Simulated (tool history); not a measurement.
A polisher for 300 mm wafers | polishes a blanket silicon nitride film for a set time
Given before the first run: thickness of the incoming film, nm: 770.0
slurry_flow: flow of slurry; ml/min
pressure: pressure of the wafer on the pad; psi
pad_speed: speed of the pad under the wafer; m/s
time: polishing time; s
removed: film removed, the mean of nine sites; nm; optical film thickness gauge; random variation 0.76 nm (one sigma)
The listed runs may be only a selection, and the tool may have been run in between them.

{"run": 1, "hour": 0.0, "slurry_flow": 310, "pressure": 3.0, "pad_speed": 0.86, "time": 35, "removed": 44.966}
{"run": 2, "hour": 4.0, "slurry_flow": 310, "pressure": 3.2, "pad_speed": 0.86, "time": 35, "removed": 47.405}
{"run": 3, "hour": 11.1, "slurry_flow": 310, "pressure": 3.4, "pad_speed": 0.86, "time": 35, "removed": 50.717}
{"run": 4, "hour": 12.3, "slurry_flow": 310, "pressure": 3.4, "pad_speed": 0.86, "time": 31, "removed": 43.955}
{"hour": 20.4, "done": "head pressure recalibrated"}
{"run": 5, "hour": 20.4, "slurry_flow": 310, "pressure": 3.4, "pad_speed": 0.86, "time": 31, "removed": 46.897}
{"run": 6, "hour": 23.3, "slurry_flow": 310, "pressure": 3.4, "pad_speed": 0.68, "time": 31, "removed": 39.323}
{"run": 7, "hour": 29.8, "slurry_flow": 310, "pressure": 4.2, "pad_speed": 0.92, "time": 32, "removed": 59.59}
{"run": 8, "hour": 30.4, "slurry_flow": 310, "pressure": 4.3, "pad_speed": 0.94, "time": 32, "removed": 62.261}
{"run": 9, "hour": 33.0, "slurry_flow": 310, "pressure": 4.3, "pad_speed": 0.96, "time": 32, "removed": 63.942}

The next listed run, before its measurement:
{"run": 10, "hour": 41.4, "slurry_flow": 310, "pressure": 4.5, "pad_speed": 0.98, "time": 32, "removed": "?"}

removed: 66.982 nm

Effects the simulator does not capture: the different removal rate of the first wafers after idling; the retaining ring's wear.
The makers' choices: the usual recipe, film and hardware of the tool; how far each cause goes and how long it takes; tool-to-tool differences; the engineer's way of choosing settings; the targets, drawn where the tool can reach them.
